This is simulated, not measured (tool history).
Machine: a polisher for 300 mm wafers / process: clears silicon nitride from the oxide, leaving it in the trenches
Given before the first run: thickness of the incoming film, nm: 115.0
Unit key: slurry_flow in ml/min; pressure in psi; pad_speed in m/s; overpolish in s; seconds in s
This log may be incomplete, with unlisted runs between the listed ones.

run,day,slurry_flow,pressure,pad_speed,overpolish,seconds
1,0.000,185,2.9,1.28,3,90.856
2,0.279,185,2.6,1.28,3,101.090
3,0.525,155,2.6,1.28,3,102.430
4,0.750,190,2.6,1.28,3,96.975
5,1.071,175,2.4,1.28,3,107.350
6,1.162,175,2.4,1.28,2,107.520
7,1.188,175,2.4,1.28,2,106.980
8,1.562,170,1.9,1.26,2,132.480

Run 9, settings as shown, results not yet in. Your forecast:
9,1.638,175,1.9,1.26,2,?

{"run 9": {"seconds": 134.06}}

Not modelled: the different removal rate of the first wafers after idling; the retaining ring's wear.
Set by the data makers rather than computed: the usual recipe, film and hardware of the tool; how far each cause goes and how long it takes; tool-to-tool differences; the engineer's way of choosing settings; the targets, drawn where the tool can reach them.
